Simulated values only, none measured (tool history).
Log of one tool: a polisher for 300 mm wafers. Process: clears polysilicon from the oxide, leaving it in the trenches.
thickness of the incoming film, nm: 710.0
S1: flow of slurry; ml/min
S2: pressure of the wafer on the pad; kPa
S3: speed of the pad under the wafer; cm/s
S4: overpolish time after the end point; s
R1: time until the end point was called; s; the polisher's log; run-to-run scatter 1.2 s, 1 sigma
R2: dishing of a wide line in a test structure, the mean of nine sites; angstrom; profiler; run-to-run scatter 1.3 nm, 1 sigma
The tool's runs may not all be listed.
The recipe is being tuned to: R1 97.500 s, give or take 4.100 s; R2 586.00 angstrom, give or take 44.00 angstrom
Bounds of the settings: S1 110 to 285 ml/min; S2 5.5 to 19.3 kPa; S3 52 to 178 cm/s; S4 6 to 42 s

{"run": 1, "hour": 0.0, "S1": 180, "S2": 12.4, "S3": 114, "S4": 21, "R1": 64.766, "R2": 701.85}
{"run": 2, "hour": 3.4, "S1": 180, "S2": 11.7, "S3": 114, "S4": 19, "R1": 69.349, "R2": 681.3}
{"run": 3, "hour": 7.6, "S1": 180, "S2": 11.0, "S3": 114, "S4": 17, "R1": 73.526, "R2": 647.47}
{"run": 4, "hour": 10.4, "S1": 180, "S2": 11.0, "S3": 100, "S4": 17, "R1": 82.274, "R2": 648.44}
{"run": 5, "hour": 18.8, "S1": 180, "S2": 11.0, "S3": 100, "S4": 10, "R1": 83.329, "R2": 498.27}
{"run": 6, "hour": 20.9, "S1": 180, "S2": 11.0, "S3": 100, "S4": 7, "R1": 83.02, "R2": 425.51}
{"run": 7, "hour": 24.0, "S1": 180, "S2": 11.0, "S3": 100, "S4": 8, "R1": 80.571, "R2": 451.02}
{"run": 8, "hour": 25.4, "S1": 180, "S2": 11.0, "S3": 100, "S4": 9, "R1": 82.429, "R2": 489.08}
{"run": 9, "hour": 30.8, "S1": 180, "S2": 11.0, "S3": 100, "S4": 10, "R1": 80.65, "R2": 509.11}
{"run": 10, "hour": 31.5, "S1": 175, "S2": 8.3, "S3": 98, "S4": 20, "R1": 109.94, "R2": 608.69}

Next run, 4 choices. One meets every target within its allowed miss, the rest don't. Which?
{"run": "A", "hour": 32.2, "S1": 210, "S2": 9.0, "S3": 92, "S4": 18, "R1": "?", "R2": "?"}
{"run": "B", "hour": 32.2, "S1": 125, "S2": 6.9, "S3": 148, "S4": 17, "R1": "?", "R2": "?"}
{"run": "C", "hour": 32.2, "S1": 200, "S2": 8.3, "S3": 96, "S4": 18, "R1": "?", "R2": "?"}
{"run": "D", "hour": 32.2, "S1": 190, "S2": 9.7, "S3": 82, "S4": 18, "R1": "?", "R2": "?"}

move=A R1=104.490 R2=595.18
move=B R1=98.377 R2=595.86
move=C R1=109.660 R2=584.67
move=D R1=108.390 R2=587.24
A: nearer than the last run, and not there yet
B: all results in spec
C: about the same distance from the targets as the last run
D: nearer than the last run, and not there yet
Go with B: it meets all targets.
